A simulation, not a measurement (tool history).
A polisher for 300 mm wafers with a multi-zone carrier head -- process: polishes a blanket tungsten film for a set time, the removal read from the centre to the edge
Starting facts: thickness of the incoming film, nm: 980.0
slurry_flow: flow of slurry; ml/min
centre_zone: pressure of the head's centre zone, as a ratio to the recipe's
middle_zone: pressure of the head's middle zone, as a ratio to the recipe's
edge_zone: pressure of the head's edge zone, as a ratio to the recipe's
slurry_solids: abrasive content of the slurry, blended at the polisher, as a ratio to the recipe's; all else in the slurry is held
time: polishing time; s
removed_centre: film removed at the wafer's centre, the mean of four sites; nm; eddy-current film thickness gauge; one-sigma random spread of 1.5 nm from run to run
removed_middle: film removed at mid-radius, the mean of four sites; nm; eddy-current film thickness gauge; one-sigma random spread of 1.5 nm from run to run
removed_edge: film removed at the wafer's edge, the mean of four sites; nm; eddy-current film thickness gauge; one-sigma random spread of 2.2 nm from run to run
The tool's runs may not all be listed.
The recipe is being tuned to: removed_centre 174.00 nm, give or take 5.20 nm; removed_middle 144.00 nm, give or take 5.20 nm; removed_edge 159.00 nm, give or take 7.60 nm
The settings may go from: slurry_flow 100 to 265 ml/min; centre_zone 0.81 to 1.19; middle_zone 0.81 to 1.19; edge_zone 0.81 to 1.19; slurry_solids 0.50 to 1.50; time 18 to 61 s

run,day,slurry_flow,centre_zone,middle_zone,edge_zone,slurry_solids,time,removed_centre,removed_middle,removed_edge
1,0.000,170,1.00,1.00,1.00,1.00,39,215.94,208.18,214.64
2,0.338,170,1.00,1.00,1.00,1.00,34,187.64,185.15,189.00
3,0.512,165,1.00,0.98,0.98,0.95,34,186.35,179.40,185.14
4,0.538,160,1.00,0.96,0.97,0.90,34,182.16,173.48,187.69
5,0.708,160,1.00,0.96,0.97,1.05,34,190.44,177.61,185.52
6,0.862,160,1.00,0.96,0.97,1.20,34,192.16,184.27,198.03
7,1.050,160,1.00,0.95,0.96,1.10,34,188.88,176.88,188.40
8,1.258,160,1.00,0.94,0.95,1.05,34,188.44,174.38,191.21
9,1.400,160,1.01,0.94,0.95,1.00,34,190.88,170.53,181.35
10,1.558,155,1.01,0.93,0.94,0.95,34,182.13,172.04,179.12
11,1.612,155,1.02,0.92,0.94,0.90,34,186.81,169.19,176.57
12,1.725,120,1.00,0.82,0.89,0.70,33,159.81,134.10,155.16
13,1.767,125,1.00,0.82,0.89,0.70,33,165.70,134.02,159.29
14,1.929,130,1.00,0.83,0.89,0.70,33,164.36,136.94,159.15
15,2.083,135,1.00,0.83,0.89,0.70,33,164.17,137.56,160.64

Exactly one of the 5 candidate moves below puts every result within its allowed miss. Which one?
A,2.238,155,0.92,0.86,0.87,0.70,33,?,?,?
B,2.238,150,0.98,0.81,0.91,1.00,30,?,?,?
C,2.238,100,1.14,0.92,0.97,0.80,32,?,?,?
D,2.238,150,0.98,0.88,0.90,0.85,31,?,?,?
E,2.238,100,1.12,0.96,0.81,1.20,29,?,?,?

move,removed_centre,removed_middle,removed_edge
A,157.41,146.28,159.69
B,159.33,134.03,157.22
C,171.04,142.17,157.86
D,159.98,143.97,156.84
E,164.54,143.84,141.86
A: its largest miss is bigger than the last run's
B: its largest miss is bigger than the last run's
C: every result within its allowed miss
D: its largest miss is bigger than the last run's
E: its largest miss is bigger than the last run's
Move C is the one to make.

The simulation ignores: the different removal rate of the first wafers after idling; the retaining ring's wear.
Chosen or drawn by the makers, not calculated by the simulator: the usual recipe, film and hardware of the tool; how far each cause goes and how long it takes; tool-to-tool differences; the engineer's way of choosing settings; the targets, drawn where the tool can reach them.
